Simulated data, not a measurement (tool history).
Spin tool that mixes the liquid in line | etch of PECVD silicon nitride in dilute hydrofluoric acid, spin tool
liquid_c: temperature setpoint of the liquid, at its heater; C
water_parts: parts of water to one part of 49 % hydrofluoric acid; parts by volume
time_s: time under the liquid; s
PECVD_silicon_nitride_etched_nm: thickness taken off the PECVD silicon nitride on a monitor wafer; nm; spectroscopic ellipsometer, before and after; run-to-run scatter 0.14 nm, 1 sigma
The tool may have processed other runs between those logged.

| run | hour | liquid_c | water_parts | time_s | PECVD_silicon_nitride_etched_nm |
|---|---|---|---|---|---|
| 1 | 0.0 | 21.0 | 55 | 85 | 7.7374 |
| 2 | 0.9 | 21.0 | 55 | 85 | 7.6803 |
| 3 | 8.8 | 21.0 | 45 | 85 | 9.3554 |
| 4 | 15.8 | 24.5 | 45 | 85 | 11.8770 |
| 5 | 16.4 | 25.5 | 45 | 85 | 12.7820 |
| 6 | 24.7 | 25.5 | 45 | 85 | 12.4880 |
| 7 | 28.4 | 26.0 | 45 | 85 | 13.3470 |
| 8 | 34.4 | 26.5 | 45 | 85 | 13.5260 |

The next listed run, before its measurement:
| 9 | 40.0 | 27.0 | 45 | 85 | ? |

Run 9 yielded PECVD_silicon_nitride_etched_nm 14.0280 nm.
